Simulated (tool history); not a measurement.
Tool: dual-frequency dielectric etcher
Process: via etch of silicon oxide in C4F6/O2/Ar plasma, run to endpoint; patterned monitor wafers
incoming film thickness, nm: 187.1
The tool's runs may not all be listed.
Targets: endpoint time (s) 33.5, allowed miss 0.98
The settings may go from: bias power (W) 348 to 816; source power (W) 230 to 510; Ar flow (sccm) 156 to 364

run	hour	bias power (W)	source power (W)	Ar flow (sccm)	endpoint time (s)
1	0	582	370	260	39.824
2	6.3	582	420	260	38.136
3	12.9	601	430	259	37.281
4	16.5	617	430	258	36.699
5	18.6	617	390	258	38.25
6	20.3	636	400	257	37.441
7	25.9	652	400	256	37.053
8	33.9	667	400	255	36.92

5 next moves are on the table. One of them brings every result within its allowed miss. Which?
A	41.9	724	460	256	?
B	41.9	603	370	251	?
C	41.9	693	400	227	?
D	41.9	654	350	220	?
E	41.9	643	380	254	?

move	endpoint time (s)
A	33.85
B	39.084
C	35.794
D	38.316
E	37.904
A: meets every target
B: further off than the last run
C: nearer than the last run, and not there yet
D: further off than the last run
E: further off than the last run
Answer: A
